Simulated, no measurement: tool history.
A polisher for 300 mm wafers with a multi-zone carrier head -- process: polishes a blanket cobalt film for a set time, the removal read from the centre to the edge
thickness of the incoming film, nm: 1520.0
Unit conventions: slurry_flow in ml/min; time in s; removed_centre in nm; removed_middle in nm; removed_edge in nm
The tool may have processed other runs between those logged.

run	hour	slurry_flow	centre_zone	middle_zone	edge_zone	time	removed_centre	removed_middle	removed_edge
1	0.0	235	1.00	1.00	1.00	46	325.22	325.24	327.60
2	7.5	235	0.99	1.00	0.99	44	308.89	325.84	312.27
3	14.5	235	0.99	0.99	0.99	42	292.08	298.99	309.16
4	23.2	230	1.00	1.00	0.98	40	276.10	295.88	282.60
5	30.0	225	1.00	0.99	0.97	39	268.99	278.07	272.76
6	31.4	225	1.00	0.99	0.93	39	270.59	275.54	272.47

The next listed run, before its measurement:
7	32.2	230	0.96	1.05	0.92	26	?	?	?

{"run 7": {"removed_centre": 172.73, "removed_middle": 193.01, "removed_edge": 180.83}}
